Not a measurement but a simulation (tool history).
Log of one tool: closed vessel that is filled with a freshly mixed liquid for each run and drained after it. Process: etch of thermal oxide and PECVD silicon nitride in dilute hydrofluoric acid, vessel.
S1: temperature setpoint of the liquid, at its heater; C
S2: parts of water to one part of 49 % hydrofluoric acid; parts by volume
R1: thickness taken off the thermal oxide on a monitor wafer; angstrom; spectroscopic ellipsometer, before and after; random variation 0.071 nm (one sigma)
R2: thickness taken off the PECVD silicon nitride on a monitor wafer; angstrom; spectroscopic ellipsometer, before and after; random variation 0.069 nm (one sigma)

Run 1, hour 0: S1 25 C, S2 280 parts by volume, time in the liquid (s) 370. Result: R1 43.656 angstrom, R2 80.844 angstrom.
Run 2, hour 2.8: S1 26 C, S2 280 parts by volume, time in the liquid (s) 370. Result: R1 45.418 angstrom, R2 85.585 angstrom.
Run 3, hour 4.5: S1 26 C, S2 350 parts by volume, time in the liquid (s) 370. Result: R1 33.891 angstrom, R2 67.789 angstrom.
Run 4, hour 10.6: S1 26 C, S2 260 parts by volume, time in the liquid (s) 370. Result: R1 49.819 angstrom, R2 92.027 angstrom.
Run 5, hour 15.2: S1 27.5 C, S2 260 parts by volume, time in the liquid (s) 370. Result: R1 52.342 angstrom, R2 99.878 angstrom.
Run 6, hour 20.2: S1 27.5 C, S2 165 parts by volume, time in the liquid (s) 370. Result: R1 92.024 angstrom, R2 159.77 angstrom.
Run 7, hour 25.3: S1 26.5 C, S2 155 parts by volume, time in the liquid (s) 365. Result: R1 94.279 angstrom, R2 156.41 angstrom.

The next listed run, before its measurement:
Run 8, hour 27.3: S1 25.5 C, S2 150 parts by volume, time in the liquid (s) 365. Result: R1 ?, R2 ?.

{"run 8": {"R1": 94.838, "R2": 151.37}}

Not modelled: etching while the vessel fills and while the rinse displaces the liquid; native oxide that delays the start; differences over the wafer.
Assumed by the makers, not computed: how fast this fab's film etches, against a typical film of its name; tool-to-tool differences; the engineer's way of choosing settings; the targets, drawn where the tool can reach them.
